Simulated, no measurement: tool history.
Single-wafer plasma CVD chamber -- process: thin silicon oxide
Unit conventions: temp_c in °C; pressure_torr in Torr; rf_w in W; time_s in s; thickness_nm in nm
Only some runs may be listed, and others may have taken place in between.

| run | hour | temp_c | pressure_torr | rf_w | time_s | thickness_nm |
|---|---|---|---|---|---|---|
| 1 | 0.0 | 395 | 0.741 | 295 | 13.2 | 23.480 |
| 2 | 6.9 | 395 | 0.721 | 295 | 13.2 | 23.285 |
| 3 | 14.4 | 406 | 0.721 | 295 | 13.2 | 23.221 |
| 4 | 19.6 | 406 | 0.702 | 295 | 13.2 | 22.845 |
| 5 | 23.3 | 406 | 0.684 | 295 | 13.2 | 22.300 |
| 6 | 26.5 | 406 | 0.670 | 295 | 13.2 | 21.878 |
| 7 | 30.0 | 406 | 0.660 | 295 | 13.2 | 21.736 |

Expected results for the next run?
| 8 | 38.4 | 406 | 0.650 | 295 | 13.2 | ? |

Logged for run 8: thickness_nm 21.360 nm.
